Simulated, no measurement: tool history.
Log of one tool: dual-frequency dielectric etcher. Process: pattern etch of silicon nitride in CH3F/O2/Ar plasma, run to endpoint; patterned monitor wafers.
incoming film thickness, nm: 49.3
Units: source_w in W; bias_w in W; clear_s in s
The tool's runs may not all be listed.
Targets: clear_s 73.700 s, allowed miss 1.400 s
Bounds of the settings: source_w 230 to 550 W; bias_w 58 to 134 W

{"run": 1, "day": 0.0, "source_w": 390, "bias_w": 96, "clear_s": 62.126}
{"run": 2, "day": 0.358, "source_w": 350, "bias_w": 96, "clear_s": 63.868}
{"run": 3, "day": 0.646, "source_w": 330, "bias_w": 92, "clear_s": 67.085}
{"run": 4, "day": 0.862, "source_w": 310, "bias_w": 91, "clear_s": 68.412}
{"run": 5, "day": 0.962, "source_w": 300, "bias_w": 90, "clear_s": 69.442}
{"run": 6, "day": 1.338, "source_w": 290, "bias_w": 90, "clear_s": 70.526}
{"run": 7, "day": 1.383, "source_w": 280, "bias_w": 90, "clear_s": 71.878}
{"run": 8, "day": 1.433, "source_w": 280, "bias_w": 90, "clear_s": 72.129}

4 next moves are on the table. One of them brings every result within its allowed miss. Which?
{"run": "A", "day": 1.483, "source_w": 290, "bias_w": 93, "clear_s": "?"}
{"run": "B", "day": 1.483, "source_w": 290, "bias_w": 79, "clear_s": "?"}
{"run": "C", "day": 1.483, "source_w": 260, "bias_w": 105, "clear_s": "?"}
{"run": "D", "day": 1.483, "source_w": 310, "bias_w": 85, "clear_s": "?"}

move=A clear_s=70.048
move=B clear_s=73.369
move=C clear_s=70.559
move=D clear_s=69.990
A: further off than the last run
B: meets every target
C: further off than the last run
D: further off than the last run
The right move is B.

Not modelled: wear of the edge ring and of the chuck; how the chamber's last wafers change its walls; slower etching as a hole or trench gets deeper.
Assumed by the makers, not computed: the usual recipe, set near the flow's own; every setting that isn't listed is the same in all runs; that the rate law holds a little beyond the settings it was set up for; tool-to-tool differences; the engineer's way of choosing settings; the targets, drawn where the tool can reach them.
